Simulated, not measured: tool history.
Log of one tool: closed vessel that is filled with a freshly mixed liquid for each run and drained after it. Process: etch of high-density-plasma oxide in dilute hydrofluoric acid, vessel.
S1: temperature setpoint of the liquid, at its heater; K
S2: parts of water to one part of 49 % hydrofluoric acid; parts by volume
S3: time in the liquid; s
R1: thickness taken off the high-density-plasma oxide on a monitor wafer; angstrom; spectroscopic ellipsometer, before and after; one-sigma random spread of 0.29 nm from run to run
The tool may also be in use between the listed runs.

Run 1, hour 0: S1 294.15 K, S2 150 parts by volume, S3 900 s. Result: R1 274.08 angstrom.
Run 2, hour 4.9: S1 294.15 K, S2 150 parts by volume, S3 900 s. Result: R1 277.6 angstrom.
Run 3, hour 13.6: S1 294.15 K, S2 150 parts by volume, S3 900 s. Result: R1 278.53 angstrom.
Run 4, hour 22.1: S1 294.15 K, S2 190 parts by volume, S3 900 s. Result: R1 208.92 angstrom.
Run 5, hour 24.2: S1 294.15 K, S2 190 parts by volume, S3 970 s. Result: R1 223.46 angstrom.
Run 6, hour 29.2: S1 296.65 K, S2 180 parts by volume, S3 970 s. Result: R1 266.62 angstrom.
Run 7, hour 37.2: S1 298.15 K, S2 175 parts by volume, S3 970 s. Result: R1 285.86 angstrom.
Run 8, hour 45.3: S1 299.15 K, S2 170 parts by volume, S3 970 s. Result: R1 307.03 angstrom.

For run 9, what comes out?
Run 9, hour 52.7: S1 300.15 K, S2 165 parts by volume, S3 970 s. Result: R1 ?.

For run 9 the tool returned R1 334.95 angstrom.
